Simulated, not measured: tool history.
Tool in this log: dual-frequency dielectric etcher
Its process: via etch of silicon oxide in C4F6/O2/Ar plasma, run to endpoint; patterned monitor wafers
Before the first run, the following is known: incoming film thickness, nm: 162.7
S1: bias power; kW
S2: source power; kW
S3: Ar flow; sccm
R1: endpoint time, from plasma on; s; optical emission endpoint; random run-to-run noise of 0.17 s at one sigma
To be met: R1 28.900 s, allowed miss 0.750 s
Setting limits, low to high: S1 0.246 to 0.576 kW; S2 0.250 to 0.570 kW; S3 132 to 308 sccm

| run | hour | S1 | S2 | S3 | R1 |
|---|---|---|---|---|---|
| 1 | 0.0 | 0.411 | 0.410 | 220 | 35.526 |
| 2 | 1.5 | 0.411 | 0.410 | 185 | 34.524 |
| 3 | 5.2 | 0.446 | 0.430 | 182 | 32.937 |
| 4 | 7.6 | 0.473 | 0.440 | 179 | 31.567 |
| 5 | 9.8 | 0.438 | 0.440 | 179 | 32.760 |
| 6 | 17.7 | 0.438 | 0.440 | 205 | 33.269 |
| 7 | 19.7 | 0.468 | 0.450 | 203 | 31.838 |
| 8 | 22.4 | 0.489 | 0.460 | 202 | 31.249 |
| 9 | 28.7 | 0.560 | 0.510 | 194 | 27.996 |

5 next moves are on the table. One of them brings every result within its allowed miss. Which?
| A | 35.0 | 0.562 | 0.560 | 169 | ? |
| B | 35.0 | 0.528 | 0.520 | 210 | ? |
| C | 35.0 | 0.576 | 0.530 | 154 | ? |
| D | 35.0 | 0.576 | 0.510 | 191 | ? |
| E | 35.0 | 0.576 | 0.570 | 174 | ? |

| move | R1 |
|---|---|
| A | 26.466 |
| B | 28.534 |
| C | 26.395 |
| D | 27.302 |
| E | 26.087 |
A: moves away from the targets compared with the last run
B: meets every target
C: moves away from the targets compared with the last run
D: moves away from the targets compared with the last run
E: moves away from the targets compared with the last run
The move that meets every target is B.
